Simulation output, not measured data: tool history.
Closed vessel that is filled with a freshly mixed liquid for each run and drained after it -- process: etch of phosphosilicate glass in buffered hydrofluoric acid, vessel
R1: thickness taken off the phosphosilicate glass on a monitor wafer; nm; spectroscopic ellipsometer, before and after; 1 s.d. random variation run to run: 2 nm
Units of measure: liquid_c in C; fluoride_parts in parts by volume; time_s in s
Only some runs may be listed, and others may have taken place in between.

Run 1, hour 0.0: liquid_c 21.0 C, fluoride_parts 17.0 parts by volume, time_s 90 s. Result: R1 239.45 nm.
Run 2, hour 2.4: liquid_c 21.0 C, fluoride_parts 21.0 parts by volume, time_s 90 s. Result: R1 197.58 nm.
Run 3, hour 8.8: liquid_c 21.0 C, fluoride_parts 21.0 parts by volume, time_s 90 s. Result: R1 194.92 nm.
Run 4, hour 16.9: liquid_c 21.0 C, fluoride_parts 18.5 parts by volume, time_s 90 s. Result: R1 217.21 nm.
Run 5, hour 18.6: liquid_c 21.5 C, fluoride_parts 18.5 parts by volume, time_s 90 s. Result: R1 223.34 nm.
Run 6, hour 19.2: liquid_c 22.5 C, fluoride_parts 18.5 parts by volume, time_s 90 s. Result: R1 234.45 nm.
Run 7, hour 20.9: liquid_c 23.0 C, fluoride_parts 18.5 parts by volume, time_s 90 s. Result: R1 244.02 nm.
Run 8, hour 27.2: liquid_c 23.5 C, fluoride_parts 18.5 parts by volume, time_s 90 s. Result: R1 250.82 nm.

What will run 9 give?
Run 9, hour 34.8: liquid_c 24.0 C, fluoride_parts 18.5 parts by volume, time_s 90 s. Result: R1 ?.

{"run 9": {"R1": 259.8}}

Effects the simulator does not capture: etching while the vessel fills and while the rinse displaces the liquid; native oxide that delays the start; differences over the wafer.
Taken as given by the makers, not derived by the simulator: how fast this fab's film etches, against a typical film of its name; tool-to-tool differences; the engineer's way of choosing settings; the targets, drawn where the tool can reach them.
